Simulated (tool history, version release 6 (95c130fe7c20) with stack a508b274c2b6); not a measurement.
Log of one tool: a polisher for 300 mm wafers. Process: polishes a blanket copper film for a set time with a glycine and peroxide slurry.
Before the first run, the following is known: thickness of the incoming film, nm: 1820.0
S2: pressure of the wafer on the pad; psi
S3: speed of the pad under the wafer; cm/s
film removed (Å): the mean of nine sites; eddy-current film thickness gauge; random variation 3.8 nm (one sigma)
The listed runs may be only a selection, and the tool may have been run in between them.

run 1 hour=0.0 | flow_of_slurry_(ml/min)=230 S2=2.9 S3=84 polishing_time_(s)=93 | film_removed_(Å)=4041.5
run 2 hour=8.3 | flow_of_slurry_(ml/min)=230 S2=2.7 S3=84 polishing_time_(s)=93 | film_removed_(Å)=3827.2
run 3 hour=11.7 | flow_of_slurry_(ml/min)=230 S2=2.7 S3=84 polishing_time_(s)=97 | film_removed_(Å)=4064.9
run 4 hour=13.9 | flow_of_slurry_(ml/min)=230 S2=2.5 S3=84 polishing_time_(s)=97 | film_removed_(Å)=3813.1
run 5 hour=17.4 | flow_of_slurry_(ml/min)=230 S2=2.1 S3=84 polishing_time_(s)=97 | film_removed_(Å)=3318.8
run 6 hour=21.0 | flow_of_slurry_(ml/min)=190 S2=2.1 S3=84 polishing_time_(s)=97 | film_removed_(Å)=3353.0
run 7 hour=28.3 | flow_of_slurry_(ml/min)=190 S2=2.1 S3=84 polishing_time_(s)=97 | film_removed_(Å)=3309.6

Expected results for the next run?
run 8 hour=29.5 | flow_of_slurry_(ml/min)=190 S2=2.0 S3=84 polishing_time_(s)=97 | film_removed_(Å)=?

Run 8 yielded film removed (Å) 3121.9.
